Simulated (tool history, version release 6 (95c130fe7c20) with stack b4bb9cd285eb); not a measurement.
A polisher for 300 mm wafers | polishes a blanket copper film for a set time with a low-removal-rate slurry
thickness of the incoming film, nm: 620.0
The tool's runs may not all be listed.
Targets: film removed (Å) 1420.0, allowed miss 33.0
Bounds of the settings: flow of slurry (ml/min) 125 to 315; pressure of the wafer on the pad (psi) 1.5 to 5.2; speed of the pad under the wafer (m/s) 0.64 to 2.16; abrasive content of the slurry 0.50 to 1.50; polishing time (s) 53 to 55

run	hour	flow of slurry (ml/min)	pressure of the wafer on the pad (psi)	speed of the pad under the wafer (m/s)	abrasive content of the slurry	polishing time (s)	film removed (Å)
1	0.0	205	3.3	1.40	1.00	53	2690.8
2	6.2	205	3.3	1.40	1.00	55	2797.5
3	9.9	205	2.6	1.40	1.00	55	2202.0
4	14.6	200	2.3	1.38	1.00	55	1925.2
5	21.5	190	2.1	1.38	1.00	55	1762.1
6	22.3	180	2.0	1.38	1.00	55	1688.9
7	28.5	170	1.9	1.38	1.00	55	1554.5
8	35.4	160	1.9	1.38	1.00	55	1561.6
9	43.1	160	1.5	1.38	1.00	55	1246.2
10	49.6	175	1.5	1.38	1.00	55	1271.5
11	55.1	180	1.6	1.38	1.00	55	1356.1
12	61.1	185	1.6	1.38	1.00	55	1364.6
13	66.1	190	1.6	1.38	1.00	55	1350.5

Which of these 5 next moves meets every target?
A	71.1	200	1.8	1.36	1.05	54	?
B	71.1	180	1.9	1.32	0.95	55	?
C	71.1	230	1.7	1.40	0.90	54	?
D	71.1	215	1.5	1.38	0.80	55	?
E	71.1	180	1.9	1.38	0.90	54	?

move	film removed (Å)
A	1508.1
B	1523.4
C	1430.8
D	1237.3
E	1520.2
A: takes the result that was furthest off past its target
B: takes the result that was furthest off past its target
C: meets every target
D: further off than the last run
E: takes the result that was furthest off past its target
Move C is the one to make.
